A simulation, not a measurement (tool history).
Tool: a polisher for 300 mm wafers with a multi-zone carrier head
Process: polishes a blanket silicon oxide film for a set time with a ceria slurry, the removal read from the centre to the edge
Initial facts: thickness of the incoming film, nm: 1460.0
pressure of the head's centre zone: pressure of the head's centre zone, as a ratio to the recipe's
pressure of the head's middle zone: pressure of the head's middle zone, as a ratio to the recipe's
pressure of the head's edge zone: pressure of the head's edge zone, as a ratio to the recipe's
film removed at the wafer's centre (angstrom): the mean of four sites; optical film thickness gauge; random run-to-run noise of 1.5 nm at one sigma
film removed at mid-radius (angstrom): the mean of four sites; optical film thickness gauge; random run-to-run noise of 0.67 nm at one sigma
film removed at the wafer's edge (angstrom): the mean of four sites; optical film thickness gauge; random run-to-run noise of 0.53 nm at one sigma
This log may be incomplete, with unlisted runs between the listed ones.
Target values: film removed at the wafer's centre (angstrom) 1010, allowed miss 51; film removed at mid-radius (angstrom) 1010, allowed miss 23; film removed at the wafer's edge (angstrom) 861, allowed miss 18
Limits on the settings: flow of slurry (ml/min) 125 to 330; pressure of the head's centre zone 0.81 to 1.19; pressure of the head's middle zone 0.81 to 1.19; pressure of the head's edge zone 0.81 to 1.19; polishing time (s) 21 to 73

run  hour  flow of slurry (ml/min)  pressure of the head's centre zone  pressure of the head's middle zone  pressure of the head's edge zone  polishing time (s)  film removed at the wafer's centre (angstrom)  film removed at mid-radius (angstrom)  film removed at the wafer's edge (angstrom)
  1     0                      210                                   1                                   1                                 1                  47                                         1678.2                                 1725.8                                       1680.6
  2   7.4                      210                                   1                                1.04                                 1                  47                                           1657                                 1789.6                                       1679.1
  3  14.9                      205                                1.01                                1.04                              0.96                  42                                         1511.6                                 1591.7                                       1477.5
  4    18                      200                                1.02                                1.05                              0.93                  38                                           1354                                 1425.9                                       1311.1
  5  21.3                      200                                1.02                                1.05                              0.88                  38                                         1367.4                                 1439.6                                       1283.4
  6  23.1                      175                                1.02                                1.05                              0.88                  38                                         1309.9                                 1409.8                                       1248.9
  7  27.1                      165                                1.04                                1.05                              0.87                  35                                         1258.5                                 1288.7                                       1137.5
  8  35.4                      150                                1.04                                1.06                              0.81                  23                                         806.51                                 825.73                                       708.69
  9  41.4                      210                                1.05                                1.05                              0.85                  23                                         850.53                                 877.32                                       766.62

Pick the move, out of 4, that brings all results within their allowed miss; only one does.
  A  47.4                      220                                1.19                                1.01                              0.81                  27                                              ?                                      ?                                            ?
  B  47.4                      170                                1.04                                0.83                              0.95                  27                                              ?                                      ?                                            ?
  C  47.4                      215                                 1.1                                1.07                              0.84                  26                                              ?                                      ?                                            ?
  D  47.4                      215                                0.85                                0.97                              0.97                  23                                              ?                                      ?                                            ?

move  film removed at the wafer's centre (angstrom)  film removed at mid-radius (angstrom)  film removed at the wafer's edge (angstrom)
   A                                         1166.5                                 996.63                                        880.1
   B                                         969.34                                 811.38                                       918.83
   C                                         1034.4                                   1005                                       858.33
   D                                         705.11                                 819.12                                        812.3
A: meets the target for the result that was furthest off, but another lies outside its allowed miss
B: misses by more than the last run did
C: meets every target
D: misses by more than the last run did
Go with C: it meets all targets.

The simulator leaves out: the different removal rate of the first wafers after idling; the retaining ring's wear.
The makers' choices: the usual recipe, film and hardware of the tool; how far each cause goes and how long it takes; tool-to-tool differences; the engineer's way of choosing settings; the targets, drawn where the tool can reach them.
